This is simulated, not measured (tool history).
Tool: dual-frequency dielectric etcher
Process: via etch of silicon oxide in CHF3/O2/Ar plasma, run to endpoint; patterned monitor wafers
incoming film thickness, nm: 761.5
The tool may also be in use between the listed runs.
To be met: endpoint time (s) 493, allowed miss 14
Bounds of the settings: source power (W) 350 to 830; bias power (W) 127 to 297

Run 1, hour 0: source power (W) 590, bias power (W) 212. Result: endpoint time (s) 390.79.
Run 2, hour 6.1: source power (W) 590, bias power (W) 231. Result: endpoint time (s) 379.86.
Run 3, hour 9.4: source power (W) 630, bias power (W) 231. Result: endpoint time (s) 371.05.
Run 4, hour 10.2: source power (W) 630, bias power (W) 255. Result: endpoint time (s) 359.96.
Run 5, hour 15: source power (W) 630, bias power (W) 241. Result: endpoint time (s) 363.92.
Run 6, hour 16.8: source power (W) 580, bias power (W) 227. Result: endpoint time (s) 381.69.
Run 7, hour 20.1: source power (W) 540, bias power (W) 208. Result: endpoint time (s) 405.27.
Run 8, hour 26: source power (W) 540, bias power (W) 208. Result: endpoint time (s) 407.12.

4 next moves are on the table. One of them brings every result within its allowed miss. Which?
Run A, hour 31.9: source power (W) 700, bias power (W) 233. Result: endpoint time (s) ?.
Run B, hour 31.9: source power (W) 410, bias power (W) 207. Result: endpoint time (s) ?.
Run C, hour 31.9: source power (W) 640, bias power (W) 233. Result: endpoint time (s) ?.
Run D, hour 31.9: source power (W) 380, bias power (W) 177. Result: endpoint time (s) ?.

move  endpoint time (s)
   A             347.86
   B             452.25
   C             361.05
   D             489.29
A: further off than the last run
B: nearer than the last run, and not there yet
C: further off than the last run
D: meets every target
The right move is D.
